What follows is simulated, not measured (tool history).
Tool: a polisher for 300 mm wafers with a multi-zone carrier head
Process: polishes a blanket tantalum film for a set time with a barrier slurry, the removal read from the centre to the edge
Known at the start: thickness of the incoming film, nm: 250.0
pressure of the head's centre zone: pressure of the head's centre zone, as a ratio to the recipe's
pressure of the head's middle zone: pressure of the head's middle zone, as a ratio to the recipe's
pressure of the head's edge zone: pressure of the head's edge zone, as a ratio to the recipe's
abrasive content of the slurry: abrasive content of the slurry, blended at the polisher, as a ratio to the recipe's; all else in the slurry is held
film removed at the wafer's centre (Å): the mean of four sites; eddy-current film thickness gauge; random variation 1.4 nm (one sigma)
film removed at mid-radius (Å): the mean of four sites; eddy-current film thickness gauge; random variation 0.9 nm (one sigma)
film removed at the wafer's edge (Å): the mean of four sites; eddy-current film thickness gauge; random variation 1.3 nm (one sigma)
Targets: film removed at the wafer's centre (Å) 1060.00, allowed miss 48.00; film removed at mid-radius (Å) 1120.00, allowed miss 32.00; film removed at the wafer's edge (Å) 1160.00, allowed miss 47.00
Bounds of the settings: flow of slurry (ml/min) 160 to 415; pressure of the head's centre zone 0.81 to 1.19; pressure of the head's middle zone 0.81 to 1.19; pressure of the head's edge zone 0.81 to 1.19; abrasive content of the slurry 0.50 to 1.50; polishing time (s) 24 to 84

| run | hour | flow of slurry (ml/min) | pressure of the head's centre zone | pressure of the head's middle zone | pressure of the head's edge zone | abrasive content of the slurry | polishing time (s) | film removed at the wafer's centre (Å) | film removed at mid-radius (Å) | film removed at the wafer's edge (Å) |
|---|---|---|---|---|---|---|---|---|---|---|
| 1 | 0.0 | 265 | 1.00 | 1.00 | 1.00 | 1.00 | 54 | 887.57 | 875.99 | 893.90 |
| 2 | 6.1 | 270 | 1.00 | 1.02 | 1.05 | 1.15 | 55 | 961.28 | 947.73 | 983.12 |
| 3 | 12.6 | 280 | 0.99 | 1.05 | 1.09 | 1.25 | 55 | 952.05 | 992.79 | 992.91 |
| 4 | 19.9 | 280 | 0.99 | 0.97 | 1.09 | 1.25 | 55 | 947.97 | 939.01 | 1020.00 |
| 5 | 22.9 | 280 | 0.99 | 0.99 | 1.10 | 1.35 | 56 | 991.73 | 998.44 | 1041.10 |
| 6 | 25.9 | 285 | 0.98 | 1.00 | 1.13 | 1.40 | 57 | 1036.80 | 1037.40 | 1105.80 |
| 7 | 29.8 | 295 | 0.97 | 1.02 | 1.15 | 1.40 | 57 | 996.28 | 1057.00 | 1100.20 |
| 8 | 32.8 | 300 | 0.98 | 1.02 | 1.16 | 1.45 | 57 | 1041.00 | 1057.00 | 1124.40 |
| 9 | 34.1 | 300 | 0.98 | 1.03 | 1.17 | 1.45 | 57 | 1032.50 | 1076.30 | 1124.50 |
| 10 | 41.9 | 305 | 0.98 | 1.04 | 1.18 | 1.45 | 57 | 1023.70 | 1084.50 | 1104.30 |

Which of these 5 next moves meets every target?
| A | 49.7 | 225 | 0.97 | 1.00 | 1.19 | 1.45 | 58 | ? | ? | ? |
| B | 49.7 | 280 | 0.99 | 1.05 | 1.18 | 1.45 | 59 | ? | ? | ? |
| C | 49.7 | 305 | 1.11 | 1.05 | 1.15 | 1.40 | 54 | ? | ? | ? |
| D | 49.7 | 325 | 1.00 | 1.06 | 1.05 | 1.20 | 60 | ? | ? | ? |
| E | 49.7 | 310 | 1.08 | 1.10 | 1.15 | 1.45 | 53 | ? | ? | ? |

| move | film removed at the wafer's centre (Å) | film removed at mid-radius (Å) | film removed at the wafer's edge (Å) |
|---|---|---|---|
| A | 1015.10 | 1041.20 | 1120.30 |
| B | 1069.30 | 1120.90 | 1148.60 |
| C | 1079.10 | 1023.20 | 1037.30 |
| D | 1059.20 | 1108.50 | 1076.20 |
| E | 1044.00 | 1054.60 | 1026.40 |
A: brings the result that was furthest off to its target, and leaves another outside
B: meets every target
C: further off than the last run
D: further off than the last run
E: further off than the last run
Answer: B
